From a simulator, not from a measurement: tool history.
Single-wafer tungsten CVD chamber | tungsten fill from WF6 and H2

| run | hour | heater temperature setpoint (K) | chamber pressure (mTorr) | deposition time (s) | mean film thickness on the monitor wafer (nm) |
|---|---|---|---|---|---|
| 1 | 0 | 673.15 | 29800 | 41.9 | 106.3 |
| 2 | 5 | 677.15 | 29800 | 41.9 | 115.89 |
| 3 | 11.8 | 677.15 | 29800 | 41.9 | 115.6 |
| 4 | 19.7 | 677.15 | 29800 | 43.3 | 119.92 |
| 5 | 27.5 | 674.15 | 29700 | 43.3 | 112.23 |
| 6 | 28.5 | 674.15 | 26100 | 43.3 | 106.31 |
| 7 | 30 | 673.15 | 26100 | 43.3 | 103.9 |

Run 8 comes next. What will it give?
| 8 | 31 | 672.15 | 26100 | 43.3 | ? |

{"run 8": {"mean film thickness on the monitor wafer (nm)": 101.59}}
